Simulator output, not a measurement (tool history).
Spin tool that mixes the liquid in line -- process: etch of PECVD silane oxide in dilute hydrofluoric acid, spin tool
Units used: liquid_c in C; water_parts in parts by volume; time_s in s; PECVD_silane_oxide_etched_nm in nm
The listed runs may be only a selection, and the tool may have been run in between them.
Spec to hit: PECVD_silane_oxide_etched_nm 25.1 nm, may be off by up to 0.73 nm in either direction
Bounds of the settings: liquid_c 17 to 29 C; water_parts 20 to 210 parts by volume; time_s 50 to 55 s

run	hour	liquid_c	water_parts	time_s	PECVD_silane_oxide_etched_nm
1	0	21	115	50	12.686
2	1.8	21	115	50	12.78
3	2.8	21	90	50	16.671
4	10.2	18	90	50	14.959
5	13.8	18	90	55	16.253
6	16.8	18	90	55	16.204
7	19.4	20	90	55	17.664
8	20	22	90	55	19.406
9	26.7	22	90	55	19.119
10	30.6	23.5	90	55	20.321
11	32	24.5	90	55	20.959

Which of these 4 next moves meets every target?
A	33.4	23	65	55	?
B	33.4	23.5	80	55	?
C	33.4	23.5	75	55	?
D	33.4	27.5	110	50	?

move	PECVD_silane_oxide_etched_nm
A	28.809
B	23.441
C	25.162
D	17.447
A: carries the result that was furthest off beyond its target, to the other side
B: nearer the targets than the last run, but a result is still out of spec
C: in spec on every target
D: its largest miss is bigger than the last run's
C is the move that brings every result within its allowed miss.

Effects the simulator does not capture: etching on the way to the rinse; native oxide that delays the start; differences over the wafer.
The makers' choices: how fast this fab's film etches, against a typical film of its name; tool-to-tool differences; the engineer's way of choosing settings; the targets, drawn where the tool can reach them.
